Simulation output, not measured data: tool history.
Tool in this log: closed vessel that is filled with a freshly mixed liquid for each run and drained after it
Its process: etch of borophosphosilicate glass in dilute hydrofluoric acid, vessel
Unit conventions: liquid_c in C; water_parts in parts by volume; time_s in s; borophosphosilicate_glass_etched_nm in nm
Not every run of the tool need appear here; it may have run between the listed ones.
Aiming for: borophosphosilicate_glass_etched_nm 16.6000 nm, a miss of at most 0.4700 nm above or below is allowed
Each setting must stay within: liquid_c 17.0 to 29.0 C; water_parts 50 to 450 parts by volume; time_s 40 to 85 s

run  hour  liquid_c  water_parts  time_s  borophosphosilicate_glass_etched_nm
  1   0.0      21.0          250      85                              11.7500
  2   4.5      19.5          250      85                              10.9870
  3   7.0      22.0          250      85                              12.2840
  4  13.2      23.5          250      85                              12.7400
  5  18.9      23.5          250      40                               5.9947
  6  26.3      22.0          220      40                               6.6847
  7  29.6      22.0          275      50                               6.3221
     33.8  -- thermometer replaced
  8  33.8      26.0          175      85                              20.1400
  9  42.0      25.0          175      85                              19.2010
 10  45.0      24.0          175      85                              18.4270
 11  51.4      23.5          175      85                              18.2080
 12  54.2      20.5          180      85                              15.5640
 13  57.5      21.0          180      85                              15.9610

Which single option among these 4 for the next run brings every result within its allowed miss of target? Just one does.
  A  60.8      22.5          165      80                                    ?
  B  60.8      22.5          155      75                                    ?
  C  60.8      20.0          150      75                                    ?
  D  60.8      21.5          140      70                                    ?

move  borophosphosilicate_glass_etched_nm
   A                              17.5360
   B                              17.6930
   C                              16.6630
   D                              17.8730
A: carries the result that was furthest off beyond its target, to the other side
B: carries the result that was furthest off beyond its target, to the other side
C: hits every target within its allowed miss
D: carries the result that was furthest off beyond its target, to the other side
Go with C: it meets all targets.

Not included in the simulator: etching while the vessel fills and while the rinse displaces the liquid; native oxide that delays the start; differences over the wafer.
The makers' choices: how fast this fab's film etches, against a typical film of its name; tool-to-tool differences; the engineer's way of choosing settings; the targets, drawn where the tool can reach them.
